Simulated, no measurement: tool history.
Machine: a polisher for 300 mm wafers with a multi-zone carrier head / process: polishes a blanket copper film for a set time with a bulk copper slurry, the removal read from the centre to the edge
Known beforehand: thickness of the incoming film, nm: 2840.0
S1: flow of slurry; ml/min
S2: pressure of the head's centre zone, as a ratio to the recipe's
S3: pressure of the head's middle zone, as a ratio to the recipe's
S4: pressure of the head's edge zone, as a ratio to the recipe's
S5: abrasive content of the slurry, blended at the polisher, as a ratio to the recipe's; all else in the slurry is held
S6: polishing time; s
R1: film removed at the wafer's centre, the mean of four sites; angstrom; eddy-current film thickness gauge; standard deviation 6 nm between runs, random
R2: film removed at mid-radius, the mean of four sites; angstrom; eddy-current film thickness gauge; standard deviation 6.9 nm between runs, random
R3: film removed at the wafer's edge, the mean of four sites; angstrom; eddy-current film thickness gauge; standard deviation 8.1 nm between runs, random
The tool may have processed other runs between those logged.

run,hour,S1,S2,S3,S4,S5,S6,R1,R2,R3
1,0.0,135,1.00,1.00,1.00,1.00,57,4428.1,4526.5,4438.5
2,7.8,135,1.00,1.00,0.96,1.00,57,4295.5,4541.6,4271.0
3,13.4,140,0.95,1.05,1.02,1.10,58,4525.7,4965.0,4636.2
4,17.5,140,0.88,1.05,1.02,1.10,58,4061.0,4882.7,4609.2
5,21.0,140,0.88,1.05,1.09,1.10,58,4147.1,4937.5,4648.8
6,24.1,130,0.86,1.07,1.10,1.20,60,4059.1,5270.5,4928.4
7,24.8,135,0.86,1.07,1.11,1.30,61,4285.0,5558.0,5146.2
8,31.1,135,0.85,1.06,1.12,1.35,62,4295.3,5505.8,5233.3

Forecast run 9:
9,39.1,135,0.85,1.06,1.12,1.35,62,?,?,?

R1: 4353.7 angstrom
R2: 5439.8 angstrom
R3: 5172.7 angstrom

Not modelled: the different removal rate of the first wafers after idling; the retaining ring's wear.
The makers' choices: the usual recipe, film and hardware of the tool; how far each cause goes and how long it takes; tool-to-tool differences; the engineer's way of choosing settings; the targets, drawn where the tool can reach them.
